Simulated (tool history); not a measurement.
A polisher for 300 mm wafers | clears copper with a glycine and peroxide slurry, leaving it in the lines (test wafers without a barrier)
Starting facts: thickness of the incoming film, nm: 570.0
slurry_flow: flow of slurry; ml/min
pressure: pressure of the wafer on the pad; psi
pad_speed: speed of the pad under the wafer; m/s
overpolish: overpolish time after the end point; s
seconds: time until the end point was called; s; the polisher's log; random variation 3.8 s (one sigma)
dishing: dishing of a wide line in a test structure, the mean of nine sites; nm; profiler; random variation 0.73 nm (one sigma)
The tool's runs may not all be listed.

{"run": 1, "day": 0.0, "slurry_flow": 150, "pressure": 2.8, "pad_speed": 1.0, "overpolish": 28, "seconds": 116.99, "dishing": 51.057}
{"run": 2, "day": 0.35, "slurry_flow": 150, "pressure": 2.8, "pad_speed": 1.12, "overpolish": 28, "seconds": 108.4, "dishing": 53.555}
{"run": 3, "day": 0.517, "slurry_flow": 150, "pressure": 2.3, "pad_speed": 1.12, "overpolish": 28, "seconds": 127.81, "dishing": 49.027}
{"run": 4, "day": 0.733, "slurry_flow": 150, "pressure": 1.7, "pad_speed": 1.12, "overpolish": 28, "seconds": 159.91, "dishing": 43.698}
{"run": 5, "day": 0.888, "slurry_flow": 150, "pressure": 1.6, "pad_speed": 1.08, "overpolish": 32, "seconds": 165.71, "dishing": 45.306}
{"run": 6, "day": 1.054, "slurry_flow": 150, "pressure": 1.3, "pad_speed": 1.08, "overpolish": 32, "seconds": 191.54, "dishing": 42.48}
{"run": 7, "day": 1.083, "slurry_flow": 150, "pressure": 1.3, "pad_speed": 1.06, "overpolish": 34, "seconds": 190.77, "dishing": 44.142}
{"run": 8, "day": 1.167, "slurry_flow": 150, "pressure": 1.3, "pad_speed": 1.02, "overpolish": 35, "seconds": 201.03, "dishing": 44.68}

Forecast run 9:
{"day": 1.325, "done": "head pressure recalibrated"}
{"run": 9, "day": 1.325, "slurry_flow": 150, "pressure": 1.3, "pad_speed": 1.02, "overpolish": 36, "seconds": "?", "dishing": "?"}

seconds: 190.50 s
dishing: 46.651 nm

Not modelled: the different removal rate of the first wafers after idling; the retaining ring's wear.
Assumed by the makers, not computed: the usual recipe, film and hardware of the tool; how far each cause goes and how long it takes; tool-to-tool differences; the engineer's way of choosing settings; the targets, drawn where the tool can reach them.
